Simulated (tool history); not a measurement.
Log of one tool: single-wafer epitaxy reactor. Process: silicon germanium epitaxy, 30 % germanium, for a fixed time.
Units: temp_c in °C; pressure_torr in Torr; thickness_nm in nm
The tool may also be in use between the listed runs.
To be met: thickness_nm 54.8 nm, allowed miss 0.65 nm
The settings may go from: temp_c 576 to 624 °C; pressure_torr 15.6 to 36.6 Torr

run	hour	temp_c	pressure_torr	thickness_nm
1	0	600	26.1	60.372
2	2	599	26.1	59.083
3	10.9	599	24.2	57.281
4	17.6	591	24.2	48.69
5	20.5	592	24.2	49.773
6	26.4	593	24.2	50.708
7	28.6	598	24.3	56.239
8	37.4	596	24.3	53.635

4 next moves are on the table. One of them brings every result within its allowed miss. Which?
A	46.2	596	23.3	?
B	46.2	593	27.4	?
C	46.2	599	22	?
D	46.2	598	21.3	?

move	thickness_nm
A	53.137
B	53.529
C	55.052
D	53.258
A: further off than the last run
B: further off than the last run
C: meets every target
D: further off than the last run
Answer: C

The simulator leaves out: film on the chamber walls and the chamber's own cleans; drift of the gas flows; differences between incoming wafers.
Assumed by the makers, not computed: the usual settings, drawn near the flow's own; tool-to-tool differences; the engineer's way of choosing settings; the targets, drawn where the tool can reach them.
